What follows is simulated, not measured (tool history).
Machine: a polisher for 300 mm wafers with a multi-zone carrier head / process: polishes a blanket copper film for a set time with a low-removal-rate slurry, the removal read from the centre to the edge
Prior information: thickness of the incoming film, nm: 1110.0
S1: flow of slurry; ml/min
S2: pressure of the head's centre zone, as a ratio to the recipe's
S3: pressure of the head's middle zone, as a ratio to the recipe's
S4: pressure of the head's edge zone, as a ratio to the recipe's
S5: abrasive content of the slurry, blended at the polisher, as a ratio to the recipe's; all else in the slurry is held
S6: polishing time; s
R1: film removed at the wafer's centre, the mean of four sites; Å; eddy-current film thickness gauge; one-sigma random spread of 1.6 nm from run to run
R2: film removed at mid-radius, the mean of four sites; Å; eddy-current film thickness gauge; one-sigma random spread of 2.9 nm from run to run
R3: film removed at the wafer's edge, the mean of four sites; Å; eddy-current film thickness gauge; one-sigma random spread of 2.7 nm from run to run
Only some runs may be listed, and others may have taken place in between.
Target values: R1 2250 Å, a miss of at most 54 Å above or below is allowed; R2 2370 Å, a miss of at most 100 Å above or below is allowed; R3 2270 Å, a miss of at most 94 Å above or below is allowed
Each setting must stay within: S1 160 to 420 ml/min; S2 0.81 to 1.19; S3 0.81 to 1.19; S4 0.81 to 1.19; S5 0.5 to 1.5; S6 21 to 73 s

run 1 hour=0 | S1=270 S2=1 S3=1 S4=1 S5=1 S6=47 | R1=1766.9 R2=1696.5 R3=1749
run 2 hour=6 | S1=275 S2=1.01 S3=1.02 S4=1.02 S5=1.05 S6=47 | R1=1817.4 R2=1796.8 R3=1810.8
run 3 hour=12.7 | S1=275 S2=0.93 S3=1.02 S4=1.02 S5=1.05 S6=47 | R1=1683 R2=1763.4 R3=1808.7
run 4 hour=19.3 | S1=275 S2=1 S3=1.02 S4=1.02 S5=1.05 S6=47 | R1=1809.7 R2=1757.9 R3=1778.9
run 5 hour=20.2 | S1=275 S2=1 S3=1.03 S4=1.03 S5=1.1 S6=48 | R1=1849.9 R2=1834.4 R3=1864.7
run 6 hour=27.7 | S1=280 S2=1.01 S3=1.05 S4=1.04 S5=1.15 S6=48 | R1=1874.5 R2=1895.8 R3=1926.8
run 7 hour=28.3 | S1=285 S2=1.03 S3=1.07 S4=1.05 S5=1.2 S6=48 | R1=1967.7 R2=1954.8 R3=1981.1
run 8 hour=30.1 | S1=340 S2=1.05 S3=1.17 S4=1.12 S5=1.45 S6=49 | R1=2174.1 R2=2285.3 R3=2161.2

Exercise: of the 4 proposed moves below, exactly one satisfies all targets within the stated allowed misses. Which move is it?
run A hour=31.9 | S1=375 S2=1.03 S3=1.15 S4=1.15 S5=1.25 S6=53 | R1=? R2=? R3=?
run B hour=31.9 | S1=420 S2=1.08 S3=1.19 S4=1.06 S5=1.5 S6=48 | R1=? R2=? R3=?
run C hour=31.9 | S1=305 S2=1.04 S3=1.13 S4=1.13 S5=1.5 S6=48 | R1=? R2=? R3=?
run D hour=31.9 | S1=355 S2=1.04 S3=1.05 S4=1.19 S5=1.3 S6=52 | R1=? R2=? R3=?

move=A R1=2253.6 R2=2399.7 R3=2246.8
move=B R1=2256.3 R2=2355.4 R3=2065.2
move=C R1=2090.6 R2=2177.3 R3=2066.7
move=D R1=2236.4 R2=2184.1 R3=2249
A: hits every target within its allowed miss
B: puts the biggest miss on target and leaves a different result outside tolerance
C: moves away from the targets compared with the last run
D: puts the biggest miss on target and leaves a different result outside tolerance
A meets every target.
